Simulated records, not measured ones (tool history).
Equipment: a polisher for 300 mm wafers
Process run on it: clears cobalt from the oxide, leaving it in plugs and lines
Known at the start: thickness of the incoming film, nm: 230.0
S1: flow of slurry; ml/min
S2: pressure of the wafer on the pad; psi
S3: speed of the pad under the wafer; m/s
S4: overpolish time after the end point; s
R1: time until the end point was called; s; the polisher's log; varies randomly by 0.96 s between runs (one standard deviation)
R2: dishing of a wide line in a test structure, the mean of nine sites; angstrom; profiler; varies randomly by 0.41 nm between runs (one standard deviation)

run,hour,S1,S2,S3,S4,R1,R2
1,0,250,2.3,0.82,12,42.217,298.52
2,5.7,250,2.3,0.72,12,47.859,287.72
3,7.6,250,2.3,0.72,8,47.73,235.22
4,12,285,2.3,0.72,8,48.502,236.91
5,15.8,285,2.3,0.72,6,48.676,193.29
6,21.5,285,2,0.72,6,54.501,182.21
7,25.9,285,1.8,0.7,7,61.661,187.5

What will run 8 give?
8,32.7,285,1.7,0.7,7,?,?

R1: 66.013 s
R2: 179.46 angstrom
